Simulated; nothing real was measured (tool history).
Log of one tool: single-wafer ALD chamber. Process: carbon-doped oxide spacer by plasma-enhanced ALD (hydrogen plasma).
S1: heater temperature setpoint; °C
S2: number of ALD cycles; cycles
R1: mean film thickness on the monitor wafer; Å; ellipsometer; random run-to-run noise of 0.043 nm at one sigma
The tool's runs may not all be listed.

{"run": 1, "hour": 0.0, "S1": 395, "S2": 319, "R1": 158.06}
{"run": 2, "hour": 8.3, "S1": 395, "S2": 277, "R1": 137.81}
{"run": 3, "hour": 12.5, "S1": 404, "S2": 277, "R1": 134.98}
{"run": 4, "hour": 13.7, "S1": 404, "S2": 308, "R1": 151.11}
{"run": 5, "hour": 16.0, "S1": 404, "S2": 274, "R1": 133.6}
{"run": 6, "hour": 24.6, "S1": 404, "S2": 303, "R1": 147.62}
{"run": 7, "hour": 28.0, "S1": 404, "S2": 354, "R1": 173.13}
{"run": 8, "hour": 28.9, "S1": 401, "S2": 357, "R1": 176.41}
{"run": 9, "hour": 33.0, "S1": 399, "S2": 359, "R1": 178.29}
{"run": 10, "hour": 41.8, "S1": 399, "S2": 359, "R1": 179.26}
{"run": 11, "hour": 44.0, "S1": 397, "S2": 360, "R1": 178.24}

Expected results for the next run?
{"run": 12, "hour": 44.8, "S1": 397, "S2": 363, "R1": "?"}

R1: 180.49 Å
